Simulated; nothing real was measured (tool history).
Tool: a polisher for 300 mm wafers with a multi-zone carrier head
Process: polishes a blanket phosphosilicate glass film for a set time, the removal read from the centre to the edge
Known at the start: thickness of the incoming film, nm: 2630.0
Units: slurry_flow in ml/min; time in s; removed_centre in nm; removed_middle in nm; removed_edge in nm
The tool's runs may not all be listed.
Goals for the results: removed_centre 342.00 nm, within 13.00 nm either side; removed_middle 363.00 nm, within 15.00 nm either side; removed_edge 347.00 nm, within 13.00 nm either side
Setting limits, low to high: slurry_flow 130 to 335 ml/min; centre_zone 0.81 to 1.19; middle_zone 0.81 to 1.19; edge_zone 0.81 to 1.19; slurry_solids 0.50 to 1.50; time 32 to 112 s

Run 1, hour 0.0: slurry_flow 215 ml/min, centre_zone 1.00, middle_zone 1.00, edge_zone 1.00, slurry_solids 1.00, time 72 s. Result: removed_centre 369.30 nm, removed_middle 376.53 nm, removed_edge 388.59 nm.
Run 2, hour 4.0: slurry_flow 215 ml/min, centre_zone 0.93, middle_zone 1.00, edge_zone 1.00, slurry_solids 1.00, time 72 s. Result: removed_centre 341.05 nm, removed_middle 375.72 nm, removed_edge 386.89 nm.
Run 3, hour 5.4: slurry_flow 255 ml/min, centre_zone 0.93, middle_zone 1.00, edge_zone 1.00, slurry_solids 1.00, time 72 s. Result: removed_centre 356.53 nm, removed_middle 387.26 nm, removed_edge 400.64 nm.
Run 4, hour 13.2: slurry_flow 250 ml/min, centre_zone 0.94, middle_zone 1.00, edge_zone 0.98, slurry_solids 1.00, time 72 s. Result: removed_centre 352.24 nm, removed_middle 389.68 nm, removed_edge 393.84 nm.
Run 5, hour 14.2: slurry_flow 250 ml/min, centre_zone 0.94, middle_zone 1.00, edge_zone 0.98, slurry_solids 1.15, time 72 s. Result: removed_centre 379.95 nm, removed_middle 410.10 nm, removed_edge 416.87 nm.
Run 6, hour 14.9: slurry_flow 240 ml/min, centre_zone 0.94, middle_zone 0.99, edge_zone 0.96, slurry_solids 1.15, time 72 s. Result: removed_centre 383.47 nm, removed_middle 401.36 nm, removed_edge 417.83 nm.
Run 7, hour 18.7: slurry_flow 235 ml/min, centre_zone 0.95, middle_zone 1.00, edge_zone 0.95, slurry_solids 1.10, time 72 s. Result: removed_centre 376.77 nm, removed_middle 405.72 nm, removed_edge 401.18 nm.
Run 8, hour 20.0: slurry_flow 230 ml/min, centre_zone 0.95, middle_zone 0.99, edge_zone 0.94, slurry_solids 1.10, time 72 s. Result: removed_centre 371.42 nm, removed_middle 388.19 nm, removed_edge 395.40 nm.
Run 9, hour 23.2: slurry_flow 225 ml/min, centre_zone 0.95, middle_zone 0.99, edge_zone 0.92, slurry_solids 1.10, time 72 s. Result: removed_centre 367.13 nm, removed_middle 388.03 nm, removed_edge 400.29 nm.
Run 10, hour 25.2: slurry_flow 225 ml/min, centre_zone 0.95, middle_zone 0.99, edge_zone 0.92, slurry_solids 1.10, time 72 s. Result: removed_centre 369.15 nm, removed_middle 388.65 nm, removed_edge 397.46 nm.
Run 11, hour 28.4: slurry_flow 220 ml/min, centre_zone 0.96, middle_zone 1.00, edge_zone 0.91, slurry_solids 1.10, time 72 s. Result: removed_centre 378.37 nm, removed_middle 401.77 nm, removed_edge 392.02 nm.
Run 12, hour 33.3: slurry_flow 220 ml/min, centre_zone 0.96, middle_zone 1.00, edge_zone 0.91, slurry_solids 1.10, time 72 s. Result: removed_centre 376.27 nm, removed_middle 395.51 nm, removed_edge 396.95 nm.
Run 13, hour 40.9: slurry_flow 220 ml/min, centre_zone 0.96, middle_zone 1.00, edge_zone 0.90, slurry_solids 1.05, time 72 s. Result: removed_centre 364.67 nm, removed_middle 386.67 nm, removed_edge 376.45 nm.
Run 14, hour 42.1: slurry_flow 215 ml/min, centre_zone 0.96, middle_zone 1.00, edge_zone 0.89, slurry_solids 1.05, time 72 s. Result: removed_centre 358.93 nm, removed_middle 387.54 nm, removed_edge 379.37 nm.
Run 15, hour 44.1: slurry_flow 210 ml/min, centre_zone 0.96, middle_zone 1.00, edge_zone 0.88, slurry_solids 1.05, time 72 s. Result: removed_centre 356.13 nm, removed_middle 380.20 nm, removed_edge 379.65 nm.
Run 16, hour 46.9: slurry_flow 210 ml/min, centre_zone 0.97, middle_zone 1.00, edge_zone 0.87, slurry_solids 1.05, time 72 s. Result: removed_centre 363.02 nm, removed_middle 390.94 nm, removed_edge 369.57 nm.

Consider the 5 candidate settings below. Which is the only one whose results all fall within their allowed miss of target?
Run A, hour 49.7: slurry_flow 205 ml/min, centre_zone 1.05, middle_zone 0.98, edge_zone 0.84, slurry_solids 1.15, time 60 s. Result: removed_centre ?, removed_middle ?, removed_edge ?.
Run B, hour 49.7: slurry_flow 180 ml/min, centre_zone 1.03, middle_zone 0.98, edge_zone 0.81, slurry_solids 1.15, time 63 s. Result: removed_centre ?, removed_middle ?, removed_edge ?.
Run C, hour 49.7: slurry_flow 275 ml/min, centre_zone 1.00, middle_zone 1.04, edge_zone 0.81, slurry_solids 1.00, time 64 s. Result: removed_centre ?, removed_middle ?, removed_edge ?.
Run D, hour 49.7: slurry_flow 200 ml/min, centre_zone 0.98, middle_zone 1.01, edge_zone 0.86, slurry_solids 1.30, time 62 s. Result: removed_centre ?, removed_middle ?, removed_edge ?.
Run E, hour 49.7: slurry_flow 185 ml/min, centre_zone 1.06, middle_zone 1.01, edge_zone 0.86, slurry_solids 1.20, time 59 s. Result: removed_centre ?, removed_middle ?, removed_edge ?.

move  removed_centre  removed_middle  removed_edge
   A          346.91          325.53        323.87
   B          348.74          334.59        329.74
   C          346.11          356.90        328.46
   D          350.80          362.18        354.99
   E          344.37          328.91        323.68
A: moves the result that the last run missed by most past its target, out the other side
B: moves the result that the last run missed by most past its target, out the other side
C: puts the biggest miss on target and leaves a different result outside tolerance
D: every result lands within tolerance
E: moves the result that the last run missed by most past its target, out the other side
The right move is D.

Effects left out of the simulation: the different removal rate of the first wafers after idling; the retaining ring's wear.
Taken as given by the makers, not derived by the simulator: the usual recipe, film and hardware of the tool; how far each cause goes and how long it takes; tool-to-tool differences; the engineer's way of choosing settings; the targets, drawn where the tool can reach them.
